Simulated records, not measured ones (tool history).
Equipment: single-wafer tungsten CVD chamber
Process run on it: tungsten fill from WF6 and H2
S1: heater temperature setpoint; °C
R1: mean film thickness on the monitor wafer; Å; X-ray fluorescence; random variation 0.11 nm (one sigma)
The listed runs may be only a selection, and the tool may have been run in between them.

Run 1, hour 0.0: S1 385 °C, chamber pressure (Torr) 34.0, deposition time (s) 28.4. Result: R1 616.93 Å.
Run 2, hour 1.9: S1 385 °C, chamber pressure (Torr) 38.2, deposition time (s) 28.4. Result: R1 651.62 Å.
Run 3, hour 8.1: S1 385 °C, chamber pressure (Torr) 38.2, deposition time (s) 29.3. Result: R1 670.71 Å.
Run 4, hour 15.2: S1 385 °C, chamber pressure (Torr) 38.2, deposition time (s) 28.4. Result: R1 651.80 Å.
Run 5, hour 16.0: S1 384 °C, chamber pressure (Torr) 38.2, deposition time (s) 28.4. Result: R1 635.34 Å.
Run 6, hour 23.6: S1 384 °C, chamber pressure (Torr) 38.2, deposition time (s) 28.4. Result: R1 638.28 Å.

The next listed run, before its measurement:
Run 7, hour 25.2: S1 383 °C, chamber pressure (Torr) 38.2, deposition time (s) 28.4. Result: R1 ?.

R1: 623.01 Å

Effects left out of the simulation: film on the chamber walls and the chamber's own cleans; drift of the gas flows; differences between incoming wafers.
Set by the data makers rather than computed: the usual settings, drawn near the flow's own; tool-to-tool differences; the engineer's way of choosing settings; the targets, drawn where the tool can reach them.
